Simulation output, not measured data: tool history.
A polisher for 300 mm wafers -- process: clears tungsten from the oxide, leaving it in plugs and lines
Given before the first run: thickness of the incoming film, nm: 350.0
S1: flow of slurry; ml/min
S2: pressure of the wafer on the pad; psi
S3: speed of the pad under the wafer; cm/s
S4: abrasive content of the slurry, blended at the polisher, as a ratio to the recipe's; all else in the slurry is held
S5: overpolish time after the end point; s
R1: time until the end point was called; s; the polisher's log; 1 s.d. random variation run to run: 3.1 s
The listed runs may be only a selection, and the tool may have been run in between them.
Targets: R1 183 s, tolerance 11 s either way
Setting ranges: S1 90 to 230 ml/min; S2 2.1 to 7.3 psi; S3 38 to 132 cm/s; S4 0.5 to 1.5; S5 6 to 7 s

{"run": 1, "hour": 0.0, "S1": 150, "S2": 4.7, "S3": 84, "S4": 1, "S5": 7, "R1": 90.598}
{"run": 2, "hour": 8.7, "S1": 150, "S2": 4.4, "S3": 82, "S4": 1, "S5": 7, "R1": 94.275}
{"run": 3, "hour": 11.9, "S1": 150, "S2": 4.4, "S3": 98, "S4": 1, "S5": 7, "R1": 81.074}
{"run": 4, "hour": 19.8, "S1": 150, "S2": 5.2, "S3": 98, "S4": 1, "S5": 7, "R1": 68.193}
{"run": 5, "hour": 24.6, "S1": 150, "S2": 4.9, "S3": 94, "S4": 1, "S5": 7, "R1": 75.509}
{"run": 6, "hour": 25.4, "S1": 150, "S2": 4.6, "S3": 90, "S4": 1, "S5": 7, "R1": 82.525}
{"run": 7, "hour": 26.3, "S1": 150, "S2": 4.3, "S3": 86, "S4": 1, "S5": 7, "R1": 94.706}
{"run": 8, "hour": 29.4, "S1": 150, "S2": 4.1, "S3": 84, "S4": 1, "S5": 7, "R1": 97.129}
{"run": 9, "hour": 33.2, "S1": 150, "S2": 3.9, "S3": 80, "S4": 1, "S5": 7, "R1": 105.79}
{"run": 10, "hour": 40.8, "S1": 150, "S2": 3.7, "S3": 78, "S4": 1, "S5": 7, "R1": 118.7}
{"run": 11, "hour": 45.8, "S1": 150, "S2": 3.5, "S3": 78, "S4": 1, "S5": 7, "R1": 126.5}
{"run": 12, "hour": 49.6, "S1": 150, "S2": 3.3, "S3": 78, "S4": 1, "S5": 7, "R1": 135.77}
{"run": 13, "hour": 52.1, "S1": 150, "S2": 3.2, "S3": 78, "S4": 1, "S5": 7, "R1": 141.58}
{"run": 14, "hour": 52.9, "S1": 150, "S2": 2.1, "S3": 76, "S4": 1, "S5": 7, "R1": 204.05}

Of the 5 settings listed for the next run, only one would bring every result within its allowed miss of target. Which one?
{"run": "A", "hour": 53.7, "S1": 145, "S2": 2.3, "S3": 68, "S4": 1.15, "S5": 6, "R1": "?"}
{"run": "B", "hour": 53.7, "S1": 120, "S2": 2.1, "S3": 72, "S4": 1.15, "S5": 7, "R1": "?"}
{"run": "C", "hour": 53.7, "S1": 155, "S2": 2.2, "S3": 68, "S4": 1.1, "S5": 7, "R1": "?"}
{"run": "D", "hour": 53.7, "S1": 150, "S2": 2.8, "S3": 66, "S4": 0.95, "S5": 7, "R1": "?"}
{"run": "E", "hour": 53.7, "S1": 140, "S2": 2.2, "S3": 68, "S4": 1, "S5": 6, "R1": "?"}

move=A R1=206.73
move=B R1=222.24
move=C R1=215.03
move=D R1=183.44
move=E R1=224.28
A: moves away from the targets compared with the last run
B: moves away from the targets compared with the last run
C: moves away from the targets compared with the last run
D: every result within its allowed miss
E: moves away from the targets compared with the last run
D meets every target.

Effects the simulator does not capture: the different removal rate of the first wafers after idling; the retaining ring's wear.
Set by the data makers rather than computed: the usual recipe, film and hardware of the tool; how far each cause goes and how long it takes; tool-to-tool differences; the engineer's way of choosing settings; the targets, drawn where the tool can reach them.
